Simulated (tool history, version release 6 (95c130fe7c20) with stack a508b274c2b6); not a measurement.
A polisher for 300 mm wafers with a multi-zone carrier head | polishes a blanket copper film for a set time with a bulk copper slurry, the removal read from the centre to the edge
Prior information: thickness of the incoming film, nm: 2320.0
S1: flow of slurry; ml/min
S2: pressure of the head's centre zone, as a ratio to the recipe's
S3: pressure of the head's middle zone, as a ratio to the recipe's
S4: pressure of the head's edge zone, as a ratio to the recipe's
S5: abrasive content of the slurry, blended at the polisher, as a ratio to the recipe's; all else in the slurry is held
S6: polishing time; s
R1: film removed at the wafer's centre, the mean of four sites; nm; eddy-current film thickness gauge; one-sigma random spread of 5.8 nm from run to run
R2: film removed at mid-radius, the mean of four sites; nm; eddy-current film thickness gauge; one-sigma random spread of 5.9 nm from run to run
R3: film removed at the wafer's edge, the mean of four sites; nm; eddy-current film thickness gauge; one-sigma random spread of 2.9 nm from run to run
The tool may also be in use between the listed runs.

run,day,S1,S2,S3,S4,S5,S6,R1,R2,R3
1,0,195,1,1,1,1,78,500.71,502.43,502.49
2,0.362,195,0.92,1,1,1,78,470.58,509.8,505.04
3,0.683,195,0.92,1,0.96,1,78,459.48,514.37,490.89
4,0.967,190,0.93,0.98,0.96,1,78,466.19,503.74,493.11
5,1.275,185,0.94,0.96,0.96,1,78,478.39,481.25,485.87
6,1.525,185,0.89,0.96,0.96,1,78,455.76,498.93,491.82
7,1.712,180,0.9,0.95,0.96,1,78,448.46,490.17,486.94

For run 8, what comes out?
8,1.754,175,0.91,0.94,0.96,1,78,?,?,?

Run 8 came out at R1 456.25 nm, R2 474.02 nm, R3 487.66 nm.

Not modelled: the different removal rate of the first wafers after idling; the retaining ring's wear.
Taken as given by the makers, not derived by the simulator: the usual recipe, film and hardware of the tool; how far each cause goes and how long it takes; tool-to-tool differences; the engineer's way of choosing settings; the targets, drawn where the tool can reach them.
